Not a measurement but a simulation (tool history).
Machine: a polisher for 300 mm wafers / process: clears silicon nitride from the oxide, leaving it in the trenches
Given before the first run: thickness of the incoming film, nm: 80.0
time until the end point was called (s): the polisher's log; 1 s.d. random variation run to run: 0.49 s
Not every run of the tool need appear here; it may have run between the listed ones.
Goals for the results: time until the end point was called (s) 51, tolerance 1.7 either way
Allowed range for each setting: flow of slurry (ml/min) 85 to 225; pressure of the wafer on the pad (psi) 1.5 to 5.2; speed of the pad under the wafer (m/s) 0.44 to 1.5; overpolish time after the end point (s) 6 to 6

run	hour	flow of slurry (ml/min)	pressure of the wafer on the pad (psi)	speed of the pad under the wafer (m/s)	overpolish time after the end point (s)	time until the end point was called (s)
1	0	145	3.3	0.96	6	92.599
2	1.6	145	2.4	0.96	6	126.87
3	5.5	145	2.4	1.12	6	112.1
4	8.9	145	2.4	1.02	6	121.35
5	9.7	145	2.9	1.02	6	100.94
# hour 12.6: head pressure recalibrated
6	12.6	150	3.1	1.02	6	86.704
7	15	160	3.1	1.02	6	86.049
8	16.8	175	4.1	1.04	6	62.681
9	23.6	180	4.2	1.04	6	61.346
10	30.5	180	4.3	1.04	6	61.035

Next run, 4 choices. One meets every target within its allowed miss, the rest don't. Which?
A	37.4	220	4.4	1.28	6	?
B	37.4	200	4.8	1.1	6	?
C	37.4	185	4.9	1.24	6	?
D	37.4	180	4.9	1.16	6	?

move	time until the end point was called (s)
A	48.394
B	51.036
C	45.807
D	48.622
A: pushes the last run's worst result past its target
B: every result within its allowed miss
C: pushes the last run's worst result past its target
D: pushes the last run's worst result past its target
The move that meets every target is B.
